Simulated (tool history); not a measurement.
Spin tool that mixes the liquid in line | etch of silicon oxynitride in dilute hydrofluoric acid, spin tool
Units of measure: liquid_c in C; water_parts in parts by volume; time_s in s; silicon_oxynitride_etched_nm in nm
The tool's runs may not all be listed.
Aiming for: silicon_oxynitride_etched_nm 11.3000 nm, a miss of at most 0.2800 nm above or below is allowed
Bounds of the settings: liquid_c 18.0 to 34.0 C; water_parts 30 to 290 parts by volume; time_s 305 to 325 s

{"run": 1, "hour": 0.0, "liquid_c": 26.0, "water_parts": 160, "time_s": 305, "silicon_oxynitride_etched_nm": 7.669}
{"run": 2, "hour": 0.7, "liquid_c": 27.5, "water_parts": 160, "time_s": 305, "silicon_oxynitride_etched_nm": 8.1516}
{"run": 3, "hour": 7.5, "liquid_c": 25.5, "water_parts": 160, "time_s": 305, "silicon_oxynitride_etched_nm": 7.4393}
{"run": 4, "hour": 9.1, "liquid_c": 23.5, "water_parts": 160, "time_s": 305, "silicon_oxynitride_etched_nm": 6.8297}
{"run": 5, "hour": 15.4, "liquid_c": 23.5, "water_parts": 160, "time_s": 305, "silicon_oxynitride_etched_nm": 6.7813}
{"run": 6, "hour": 23.6, "liquid_c": 25.5, "water_parts": 160, "time_s": 305, "silicon_oxynitride_etched_nm": 7.4274}
{"run": 7, "hour": 25.4, "liquid_c": 27.0, "water_parts": 160, "time_s": 305, "silicon_oxynitride_etched_nm": 8.0256}
{"run": 8, "hour": 27.9, "liquid_c": 28.5, "water_parts": 160, "time_s": 305, "silicon_oxynitride_etched_nm": 8.5062}
{"run": 9, "hour": 34.7, "liquid_c": 29.5, "water_parts": 160, "time_s": 305, "silicon_oxynitride_etched_nm": 8.8971}
{"run": 10, "hour": 38.0, "liquid_c": 30.5, "water_parts": 160, "time_s": 305, "silicon_oxynitride_etched_nm": 9.318}
{"run": 11, "hour": 45.7, "liquid_c": 30.5, "water_parts": 160, "time_s": 305, "silicon_oxynitride_etched_nm": 9.3282}
{"run": 12, "hour": 46.8, "liquid_c": 31.0, "water_parts": 160, "time_s": 305, "silicon_oxynitride_etched_nm": 9.4924}
{"run": 13, "hour": 51.4, "liquid_c": 31.5, "water_parts": 160, "time_s": 305, "silicon_oxynitride_etched_nm": 9.761}
{"run": 14, "hour": 52.5, "liquid_c": 31.5, "water_parts": 160, "time_s": 305, "silicon_oxynitride_etched_nm": 9.7387}

Pick the move, out of 4, that brings all results within their allowed miss; only one does.
{"run": "A", "hour": 53.6, "liquid_c": 31.0, "water_parts": 130, "time_s": 305, "silicon_oxynitride_etched_nm": "?"}
{"run": "B", "hour": 53.6, "liquid_c": 29.0, "water_parts": 135, "time_s": 325, "silicon_oxynitride_etched_nm": "?"}
{"run": "C", "hour": 53.6, "liquid_c": 27.0, "water_parts": 110, "time_s": 305, "silicon_oxynitride_etched_nm": "?"}
{"run": "D", "hour": 53.6, "liquid_c": 27.5, "water_parts": 125, "time_s": 305, "silicon_oxynitride_etched_nm": "?"}

move=A silicon_oxynitride_etched_nm=12.1100
move=B silicon_oxynitride_etched_nm=11.3290
move=C silicon_oxynitride_etched_nm=12.2070
move=D silicon_oxynitride_etched_nm=10.8390
A: takes the result that was furthest off past its target
B: all results in spec
C: takes the result that was furthest off past its target
D: moves toward the targets from the last run without getting all of them in spec
Move B is the one to make.
